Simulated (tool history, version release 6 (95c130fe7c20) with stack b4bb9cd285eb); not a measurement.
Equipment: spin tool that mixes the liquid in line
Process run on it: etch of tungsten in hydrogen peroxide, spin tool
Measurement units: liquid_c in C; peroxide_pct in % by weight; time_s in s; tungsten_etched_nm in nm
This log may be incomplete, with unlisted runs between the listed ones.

| run | hour | liquid_c | peroxide_pct | time_s | tungsten_etched_nm |
|---|---|---|---|---|---|
| 1 | 0.0 | 48.0 | 22.5 | 50 | 44.898 |
| 2 | 7.4 | 46.5 | 22.5 | 50 | 40.632 |
| 3 | 10.7 | 46.5 | 26.0 | 50 | 43.656 |
| 4 | 19.5 | 45.0 | 26.0 | 50 | 39.814 |
| 5 | 23.5 | 43.5 | 26.0 | 50 | 35.846 |
| 6 | 28.4 | 42.5 | 26.0 | 50 | 34.282 |

What does the tool deliver on the next run?
| 7 | 36.2 | 41.5 | 26.0 | 50 | ? |

tungsten_etched_nm: 31.822 nm

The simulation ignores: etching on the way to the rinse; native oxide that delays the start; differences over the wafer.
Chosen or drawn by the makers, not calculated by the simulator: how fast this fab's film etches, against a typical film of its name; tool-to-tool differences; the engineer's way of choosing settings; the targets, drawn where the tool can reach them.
